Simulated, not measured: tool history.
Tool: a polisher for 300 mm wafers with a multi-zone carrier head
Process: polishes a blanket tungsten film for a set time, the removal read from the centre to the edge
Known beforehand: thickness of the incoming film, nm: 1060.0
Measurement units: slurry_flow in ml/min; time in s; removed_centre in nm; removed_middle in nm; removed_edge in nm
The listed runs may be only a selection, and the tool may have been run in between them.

| run | hour | slurry_flow | centre_zone | middle_zone | edge_zone | slurry_solids | time | removed_centre | removed_middle | removed_edge |
|---|---|---|---|---|---|---|---|---|---|---|
| 1 | 0.0 | 250 | 1.00 | 1.00 | 1.00 | 1.00 | 70 | 286.71 | 282.77 | 283.57 |
| 2 | 3.0 | 250 | 0.99 | 0.99 | 1.02 | 1.05 | 71 | 298.24 | 285.11 | 296.78 |
| 3 | 11.4 | 250 | 0.99 | 0.99 | 1.02 | 1.05 | 80 | 325.29 | 321.50 | 334.78 |
| 4 | 14.5 | 250 | 0.98 | 0.99 | 1.04 | 1.05 | 80 | 323.16 | 322.63 | 339.70 |
| 5 | 23.3 | 250 | 0.98 | 0.99 | 1.04 | 1.05 | 74 | 298.77 | 297.19 | 321.22 |
| 6 | 31.7 | 255 | 0.98 | 0.99 | 1.05 | 1.05 | 74 | 298.02 | 303.02 | 317.79 |

The next listed run, before its measurement:
| 7 | 32.4 | 255 | 0.98 | 0.99 | 1.05 | 1.05 | 74 | ? | ? | ? |

Run 7 came out at removed_centre 302.12 nm, removed_middle 298.38 nm, removed_edge 312.94 nm.
